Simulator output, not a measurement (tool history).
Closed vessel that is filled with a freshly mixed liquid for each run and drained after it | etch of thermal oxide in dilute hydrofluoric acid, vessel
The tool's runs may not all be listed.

| run | hour | temperature setpoint of the liquid (°C) | parts of water to one part of 49 % hydrofluoric acid (parts by volume) | time in the liquid (s) | thickness taken off the thermal oxide on a monitor wafer (Å) |
|---|---|---|---|---|---|
| 1 | 0 | 22 | 140 | 90 | 25.4 |
| 2 | 2.5 | 20.5 | 145 | 90 | 23.27 |
| 3 | 8.2 | 19.5 | 150 | 90 | 21.584 |
| 4 | 17.1 | 19.5 | 110 | 90 | 30.322 |
| 5 | 22.5 | 19 | 125 | 90 | 25.897 |
| 6 | 29.4 | 18.5 | 135 | 90 | 22.992 |

Run 7 comes next. What will it give?
| 7 | 31.4 | 18 | 140 | 90 | ? |

{"run 7": {"thickness taken off the thermal oxide on a monitor wafer (Å)": 22.004}}
